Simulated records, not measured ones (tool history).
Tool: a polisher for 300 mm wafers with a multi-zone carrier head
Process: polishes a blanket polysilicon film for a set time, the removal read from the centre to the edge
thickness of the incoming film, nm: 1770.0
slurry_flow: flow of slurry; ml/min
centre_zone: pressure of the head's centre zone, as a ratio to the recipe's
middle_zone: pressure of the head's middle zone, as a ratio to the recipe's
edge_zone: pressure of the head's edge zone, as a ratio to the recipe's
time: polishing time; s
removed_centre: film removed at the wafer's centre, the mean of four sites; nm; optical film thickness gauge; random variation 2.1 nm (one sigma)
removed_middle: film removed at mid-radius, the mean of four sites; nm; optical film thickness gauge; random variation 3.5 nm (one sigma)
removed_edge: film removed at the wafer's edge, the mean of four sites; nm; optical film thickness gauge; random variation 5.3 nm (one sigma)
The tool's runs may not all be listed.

{"run": 1, "hour": 0.0, "slurry_flow": 230, "centre_zone": 1.0, "middle_zone": 1.0, "edge_zone": 1.0, "time": 48, "removed_centre": 357.71, "removed_middle": 351.81, "removed_edge": 361.48}
{"run": 2, "hour": 3.6, "slurry_flow": 230, "centre_zone": 1.0, "middle_zone": 1.0, "edge_zone": 1.0, "time": 53, "removed_centre": 399.65, "removed_middle": 383.01, "removed_edge": 407.17}
{"run": 3, "hour": 9.9, "slurry_flow": 225, "centre_zone": 0.98, "middle_zone": 0.99, "edge_zone": 0.98, "time": 53, "removed_centre": 382.76, "removed_middle": 378.27, "removed_edge": 394.72}
{"run": 4, "hour": 17.9, "slurry_flow": 225, "centre_zone": 0.93, "middle_zone": 0.99, "edge_zone": 0.98, "time": 53, "removed_centre": 369.91, "removed_middle": 382.21, "removed_edge": 406.08}
{"run": 5, "hour": 23.0, "slurry_flow": 225, "centre_zone": 0.93, "middle_zone": 0.99, "edge_zone": 1.04, "time": 53, "removed_centre": 368.93, "removed_middle": 389.66, "removed_edge": 397.15}
{"run": 6, "hour": 29.4, "slurry_flow": 225, "centre_zone": 0.93, "middle_zone": 0.99, "edge_zone": 1.04, "time": 45, "removed_centre": 313.58, "removed_middle": 321.22, "removed_edge": 339.94}

Run 7 comes next. What will it give?
{"run": 7, "hour": 36.5, "slurry_flow": 230, "centre_zone": 0.92, "middle_zone": 0.99, "edge_zone": 1.04, "time": 45, "removed_centre": "?", "removed_middle": "?", "removed_edge": "?"}

{"run 7": {"removed_centre": 316.52, "removed_middle": 326.02, "removed_edge": 351.67}}
